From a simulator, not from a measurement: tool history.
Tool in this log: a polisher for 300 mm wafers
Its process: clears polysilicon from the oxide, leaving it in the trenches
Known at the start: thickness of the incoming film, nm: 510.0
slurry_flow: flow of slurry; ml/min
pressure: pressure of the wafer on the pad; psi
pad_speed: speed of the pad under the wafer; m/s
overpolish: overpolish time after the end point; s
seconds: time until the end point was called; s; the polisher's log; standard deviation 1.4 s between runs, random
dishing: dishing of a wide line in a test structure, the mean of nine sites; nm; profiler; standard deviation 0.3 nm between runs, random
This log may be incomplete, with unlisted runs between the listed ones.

run 1 day=0 | slurry_flow=295 pressure=2 pad_speed=1.08 overpolish=20 | seconds=41.671 dishing=28.63
run 2 day=0.188 | slurry_flow=295 pressure=1.9 pad_speed=1.06 overpolish=19 | seconds=46.218 dishing=28.068
run 3 day=0.346 | slurry_flow=295 pressure=1.8 pad_speed=1.04 overpolish=21 | seconds=50.175 dishing=28.178
run 4 day=0.529 | slurry_flow=295 pressure=1.7 pad_speed=1.04 overpolish=22 | seconds=53.525 dishing=28.815
run 5 day=0.7 | slurry_flow=365 pressure=1.7 pad_speed=1.04 overpolish=22 | seconds=51.283 dishing=28.345
run 6 day=0.829 | slurry_flow=365 pressure=1.7 pad_speed=1.04 overpolish=18 | seconds=50.994 dishing=28.635
run 7 day=1.183 | slurry_flow=365 pressure=1.7 pad_speed=1.04 overpolish=18 | seconds=51.119 dishing=28.536

What does the tool deliver on the next run?
run 8 day=1.542 | slurry_flow=365 pressure=1.7 pad_speed=1.04 overpolish=18 | seconds=? dishing=?

{"run 8": {"seconds": 51.236, "dishing": 28.692}}
